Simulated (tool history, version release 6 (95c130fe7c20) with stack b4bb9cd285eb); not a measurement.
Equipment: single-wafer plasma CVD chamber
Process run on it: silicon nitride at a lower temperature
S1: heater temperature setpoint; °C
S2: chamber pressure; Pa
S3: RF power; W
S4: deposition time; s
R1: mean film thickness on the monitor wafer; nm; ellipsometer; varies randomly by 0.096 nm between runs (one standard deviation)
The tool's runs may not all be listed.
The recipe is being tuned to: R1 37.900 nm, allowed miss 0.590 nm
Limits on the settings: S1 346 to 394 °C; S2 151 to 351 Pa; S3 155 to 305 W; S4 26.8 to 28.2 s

{"run": 1, "day": 0.0, "S1": 370, "S2": 251, "S3": 230, "S4": 28.2, "R1": 32.752}
{"run": 2, "day": 0.062, "S1": 370, "S2": 260, "S3": 230, "S4": 28.2, "R1": 33.01}
{"run": 3, "day": 0.212, "S1": 370, "S2": 269, "S3": 230, "S4": 28.2, "R1": 33.054}
{"run": 4, "day": 0.571, "S1": 370, "S2": 269, "S3": 230, "S4": 26.8, "R1": 31.51}
{"run": 5, "day": 0.833, "S1": 370, "S2": 243, "S3": 230, "S4": 26.8, "R1": 31.072}
{"run": 6, "day": 0.904, "S1": 370, "S2": 251, "S3": 235, "S4": 26.8, "R1": 31.585}
{"run": 7, "day": 1.133, "S1": 370, "S2": 259, "S3": 240, "S4": 26.8, "R1": 32.582}
{"run": 8, "day": 1.175, "S1": 370, "S2": 259, "S3": 240, "S4": 26.8, "R1": 32.466}
{"day": 1.525, "done": "thermocouple changed; heater temperature recalibrated"}
{"run": 9, "day": 1.525, "S1": 370, "S2": 265, "S3": 245, "S4": 26.8, "R1": 33.582}
{"run": 10, "day": 1.729, "S1": 370, "S2": 265, "S3": 245, "S4": 26.8, "R1": 33.303}

Pick the move, out of 5, that brings all results within their allowed miss; only one does.
{"run": "A", "day": 1.933, "S1": 368, "S2": 237, "S3": 280, "S4": 28.2, "R1": "?"}
{"run": "B", "day": 1.933, "S1": 361, "S2": 269, "S3": 280, "S4": 27.9, "R1": "?"}
{"run": "C", "day": 1.933, "S1": 366, "S2": 297, "S3": 280, "S4": 27.1, "R1": "?"}
{"run": "D", "day": 1.933, "S1": 368, "S2": 307, "S3": 260, "S4": 28.2, "R1": "?"}
{"run": "E", "day": 1.933, "S1": 363, "S2": 227, "S3": 300, "S4": 26.8, "R1": "?"}

move=A R1=38.993
move=B R1=39.488
move=C R1=38.913
move=D R1=38.125
move=E R1=39.032
A: moves the result that the last run missed by most past its target, out the other side
B: moves the result that the last run missed by most past its target, out the other side
C: moves the result that the last run missed by most past its target, out the other side
D: hits every target within its allowed miss
E: moves the result that the last run missed by most past its target, out the other side
The move that meets every target is D.
